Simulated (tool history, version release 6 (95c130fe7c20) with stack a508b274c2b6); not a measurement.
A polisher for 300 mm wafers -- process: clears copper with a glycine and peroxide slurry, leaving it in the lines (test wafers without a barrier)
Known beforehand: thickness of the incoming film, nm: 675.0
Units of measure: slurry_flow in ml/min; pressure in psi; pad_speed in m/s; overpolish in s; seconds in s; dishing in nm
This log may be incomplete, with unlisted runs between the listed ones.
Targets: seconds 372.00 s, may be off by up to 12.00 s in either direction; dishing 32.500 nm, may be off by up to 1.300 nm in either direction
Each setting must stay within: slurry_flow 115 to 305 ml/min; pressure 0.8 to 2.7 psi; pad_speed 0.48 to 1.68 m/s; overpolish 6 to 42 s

run,hour,slurry_flow,pressure,pad_speed,overpolish,seconds,dishing
1,0.0,195,1.7,1.08,21,201.41,30.636
2,3.5,190,1.4,1.00,25,235.80,31.155
3,9.5,190,1.4,1.26,25,198.34,33.185
4,12.1,190,1.4,1.10,25,219.83,32.276
5,18.2,190,1.4,1.26,25,201.07,33.273
6,27.1,180,1.2,1.06,28,239.84,32.472
# hour 34.1: slurry nozzle cleaned
7,34.1,180,1.1,0.90,31,255.29,33.716
8,36.7,160,1.0,0.76,32,300.06,32.320
9,38.0,150,0.9,0.68,33,331.23,31.570

Which of these 5 next moves meets every target?
A,39.3,130,0.8,0.50,37,?,?
B,39.3,125,0.8,0.62,38,?,?
C,39.3,160,1.0,0.76,34,?,?
D,39.3,115,0.8,0.52,39,?,?
E,39.3,160,1.0,0.82,31,?,?

move,seconds,dishing
A,399.64,30.909
B,367.14,32.580
C,294.60,33.793
D,405.79,31.594
E,282.59,32.514
A: takes the biggest miss from the last run beyond its target
B: all results in spec
C: moves away from the targets compared with the last run
D: takes the biggest miss from the last run beyond its target
E: moves away from the targets compared with the last run
B is the move that brings every result within its allowed miss.

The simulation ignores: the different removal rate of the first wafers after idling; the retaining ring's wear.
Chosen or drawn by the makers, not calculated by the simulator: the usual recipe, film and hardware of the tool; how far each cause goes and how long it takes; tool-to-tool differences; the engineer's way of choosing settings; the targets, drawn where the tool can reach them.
